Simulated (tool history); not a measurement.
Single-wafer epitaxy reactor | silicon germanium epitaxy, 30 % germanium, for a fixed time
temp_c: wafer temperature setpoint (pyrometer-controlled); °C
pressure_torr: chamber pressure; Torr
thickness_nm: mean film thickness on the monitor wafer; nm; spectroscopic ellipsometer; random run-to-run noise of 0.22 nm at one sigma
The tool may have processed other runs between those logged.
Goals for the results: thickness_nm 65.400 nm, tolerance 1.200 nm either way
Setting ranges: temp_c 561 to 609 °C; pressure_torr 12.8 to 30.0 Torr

| run | day | temp_c | pressure_torr | thickness_nm |
|---|---|---|---|---|
| 1 | 0.000 | 585 | 21.4 | 51.057 |
| 2 | 0.321 | 588 | 21.5 | 54.631 |
| 3 | 0.400 | 582 | 21.5 | 47.933 |
| 4 | 0.604 | 574 | 21.5 | 40.362 |
| 5 | 0.729 | 580 | 21.6 | 46.008 |
| 6 | 1.054 | 573 | 21.6 | 39.431 |
| 7 | 1.354 | 579 | 21.7 | 45.161 |
| 8 | 1.538 | 583 | 21.8 | 49.264 |
|  | 1.604 | capacitance manometer re-zeroed and calibrated |
| 9 | 1.604 | 586 | 21.9 | 52.029 |
| 10 | 1.892 | 589 | 22.0 | 55.518 |
| 11 | 2.138 | 589 | 22.0 | 55.274 |
| 12 | 2.388 | 591 | 22.1 | 57.879 |
| 13 | 2.742 | 593 | 22.1 | 60.424 |
| 14 | 3.033 | 594 | 22.1 | 61.525 |
| 15 | 3.221 | 595 | 22.1 | 62.793 |

Next run, 5 choices. One meets every target within its allowed miss, the rest don't. Which?
| A | 3.408 | 599 | 21.4 | ? |
| B | 3.408 | 593 | 25.4 | ? |
| C | 3.408 | 593 | 22.2 | ? |
| D | 3.408 | 596 | 20.4 | ? |
| E | 3.408 | 596 | 23.5 | ? |

| move | thickness_nm |
|---|---|
| A | 67.735 |
| B | 63.083 |
| C | 60.429 |
| D | 62.687 |
| E | 65.533 |
A: moves the result that the last run missed by most past its target, out the other side
B: nearer than the last run, and not there yet
C: moves away from the targets compared with the last run
D: as far off as the last run
E: each result inside its tolerance
So the answer is move E, the one that meets all the targets.

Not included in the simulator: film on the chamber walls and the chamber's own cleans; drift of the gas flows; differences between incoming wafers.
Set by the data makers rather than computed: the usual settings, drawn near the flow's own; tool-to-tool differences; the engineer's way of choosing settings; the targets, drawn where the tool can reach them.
